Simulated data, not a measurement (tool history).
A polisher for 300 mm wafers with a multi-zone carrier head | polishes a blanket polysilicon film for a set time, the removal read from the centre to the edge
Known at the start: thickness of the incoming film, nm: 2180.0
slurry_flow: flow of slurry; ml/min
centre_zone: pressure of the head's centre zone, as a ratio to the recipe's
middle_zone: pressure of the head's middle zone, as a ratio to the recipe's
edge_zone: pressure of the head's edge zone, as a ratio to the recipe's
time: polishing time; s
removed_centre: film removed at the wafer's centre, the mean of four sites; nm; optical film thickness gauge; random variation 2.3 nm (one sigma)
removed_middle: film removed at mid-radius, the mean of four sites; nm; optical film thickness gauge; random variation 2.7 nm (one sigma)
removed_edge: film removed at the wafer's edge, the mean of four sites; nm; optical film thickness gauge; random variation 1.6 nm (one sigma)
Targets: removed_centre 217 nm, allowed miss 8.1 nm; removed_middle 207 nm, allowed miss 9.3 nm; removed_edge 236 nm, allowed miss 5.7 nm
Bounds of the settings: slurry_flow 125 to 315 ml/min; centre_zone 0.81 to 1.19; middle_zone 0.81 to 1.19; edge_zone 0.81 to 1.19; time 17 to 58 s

run  hour  slurry_flow  centre_zone  middle_zone  edge_zone  time  removed_centre  removed_middle  removed_edge
  1     0          205            1            1          1    37          296.15          281.26        291.38
  2   5.2          195         0.97         0.96       0.97    36          275.97             264        280.43
  3  12.2          190         0.95         0.93       0.95    35          259.16          245.22        271.39
  4  14.6          185         0.94         0.92       0.93    34          251.93          236.16        259.71
  5  19.5          160         0.94         0.92       0.93    34          244.15          230.83        256.11
  6  27.1          185         0.94         0.92       0.93    34          250.66          236.86        259.46
  7  33.1          175         0.92          0.9       0.91    34           244.7          234.67        254.05
  8  37.8          155         0.86         0.81       0.91    31          209.05          191.32        228.58
  9  43.7          165         0.86         0.82       0.91    31          209.86           196.6        233.01
 10  49.9          170         0.86         0.83       0.91    31          214.72          199.11        234.39

5 next moves are on the table. One of them brings every result within its allowed miss. Which?
  A  56.1          205         0.86         0.86        0.9    31               ?               ?             ?
  B  56.1          165          0.9         0.81       0.94    30               ?               ?             ?
  C  56.1          160         0.86         0.81       0.94    31               ?               ?             ?
  D  56.1          145         0.82         0.89       0.92    32               ?               ?             ?
  E  56.1          125         0.92         0.81       0.96    32               ?               ?             ?

move  removed_centre  removed_middle  removed_edge
   A          215.17           209.9        235.13
   B           208.5          187.62        227.25
   C          206.88             193        234.03
   D          202.38          211.94        236.23
   E          214.78          191.08        236.84
A: meets every target
B: further off than the last run
C: further off than the last run
D: brings the result that was furthest off to its target, and leaves another outside
E: further off than the last run
Answer: A
